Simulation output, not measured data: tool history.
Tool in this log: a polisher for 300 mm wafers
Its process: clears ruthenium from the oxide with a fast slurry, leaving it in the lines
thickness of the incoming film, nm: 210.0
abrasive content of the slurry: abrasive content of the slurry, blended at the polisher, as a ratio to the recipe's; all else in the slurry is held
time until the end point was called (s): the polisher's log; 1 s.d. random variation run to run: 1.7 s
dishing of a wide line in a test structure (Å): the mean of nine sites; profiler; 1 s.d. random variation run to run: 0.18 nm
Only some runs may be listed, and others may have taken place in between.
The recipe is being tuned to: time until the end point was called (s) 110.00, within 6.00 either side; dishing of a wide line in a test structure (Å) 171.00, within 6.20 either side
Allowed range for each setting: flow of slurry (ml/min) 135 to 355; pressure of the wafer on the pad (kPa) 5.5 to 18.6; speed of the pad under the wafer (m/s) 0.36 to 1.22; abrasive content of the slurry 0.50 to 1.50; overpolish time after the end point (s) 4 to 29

run	hour	flow of slurry (ml/min)	pressure of the wafer on the pad (kPa)	speed of the pad under the wafer (m/s)	abrasive content of the slurry	overpolish time after the end point (s)	time until the end point was called (s)	dishing of a wide line in a test structure (Å)
1	0.0	225	11.7	0.78	1.00	15	118.90	224.98
2	3.0	225	11.7	0.68	1.00	15	132.29	204.30
3	3.5	225	9.7	0.68	1.00	15	154.84	178.32
4	7.5	230	10.3	0.68	1.00	14	149.26	176.77
5	11.0	230	11.0	0.68	1.00	13	142.64	171.69
6	18.0	230	11.7	0.68	1.00	12	135.69	167.62
7	23.2	230	12.4	0.68	1.00	12	124.20	179.28
# hour 28.4: slurry blender recalibrated
8	28.4	235	13.1	0.68	1.00	11	110.54	185.47

Which of these 5 next moves meets every target?
A	33.6	185	13.1	0.68	1.10	12	?	?
B	33.6	225	13.1	0.70	1.00	10	?	?
C	33.6	220	14.5	0.66	0.85	13	?	?
D	33.6	225	11.7	0.72	1.05	13	?	?
E	33.6	225	13.1	0.68	1.00	12	?	?

move	time until the end point was called (s)	dishing of a wide line in a test structure (Å)
A	115.32	197.81
B	113.07	172.02
C	115.25	211.71
D	119.49	205.38
E	115.71	197.24
A: its largest miss is bigger than the last run's
B: every result within its allowed miss
C: its largest miss is bigger than the last run's
D: its largest miss is bigger than the last run's
E: its largest miss is bigger than the last run's
The move that meets every target is B.
